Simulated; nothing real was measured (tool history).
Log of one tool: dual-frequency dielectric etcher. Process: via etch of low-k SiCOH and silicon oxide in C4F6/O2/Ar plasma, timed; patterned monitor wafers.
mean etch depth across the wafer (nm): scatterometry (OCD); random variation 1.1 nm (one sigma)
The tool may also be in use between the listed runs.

run	hour	source power (kW)	bias power (kW)	etch time (s)	mean etch depth across the wafer (nm)
1	0.0	0.430	0.216	64	181.38
2	2.7	0.490	0.216	64	189.77
3	6.4	0.460	0.212	64	184.15
4	14.1	0.460	0.186	64	177.29
5	22.7	0.420	0.186	64	174.69
6	30.0	0.410	0.183	64	171.11
7	31.6	0.400	0.181	64	168.29
8	34.4	0.390	0.180	64	167.43
9	35.5	0.390	0.180	64	167.34
10	40.7	0.390	0.179	64	167.10

The next listed run, before its measurement:
11	48.6	0.390	0.178	64	?

{"run 11": {"mean etch depth across the wafer (nm)": 166.43}}

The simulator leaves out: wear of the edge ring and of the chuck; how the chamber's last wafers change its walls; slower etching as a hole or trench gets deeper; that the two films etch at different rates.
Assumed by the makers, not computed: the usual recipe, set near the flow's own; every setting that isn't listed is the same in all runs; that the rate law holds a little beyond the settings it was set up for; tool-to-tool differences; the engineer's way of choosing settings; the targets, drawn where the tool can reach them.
